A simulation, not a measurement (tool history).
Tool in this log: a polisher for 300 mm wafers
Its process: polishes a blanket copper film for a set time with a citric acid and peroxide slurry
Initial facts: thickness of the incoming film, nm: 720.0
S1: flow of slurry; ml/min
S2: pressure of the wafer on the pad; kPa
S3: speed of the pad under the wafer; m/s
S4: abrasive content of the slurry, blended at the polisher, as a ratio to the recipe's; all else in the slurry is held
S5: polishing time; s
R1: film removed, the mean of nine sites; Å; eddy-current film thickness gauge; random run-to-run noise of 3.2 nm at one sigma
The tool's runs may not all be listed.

run	hour	S1	S2	S3	S4	S5	R1
1	0	300	24.8	1.16	1	91	2850.7
2	8.4	300	24.8	1.16	1.15	91	2971.9
3	16.9	300	24.8	1.42	1.15	91	3547.7
4	19.5	300	23.4	1.42	1.15	91	3362.9
5	26.5	300	18.6	1.42	1.15	91	2675.3
6	29.9	300	18.6	1.42	1.15	95	2779.9
7	35.3	300	17.9	1.42	1.15	95	2755.1
# hour 40.1: slurry nozzle cleaned
8	40.1	300	17.2	1.42	1.15	95	2727.6

Predict the results of run 9:
9	43.2	300	11	1.4	1.15	95	?

Run 9 measured R1 1737.9 Å.
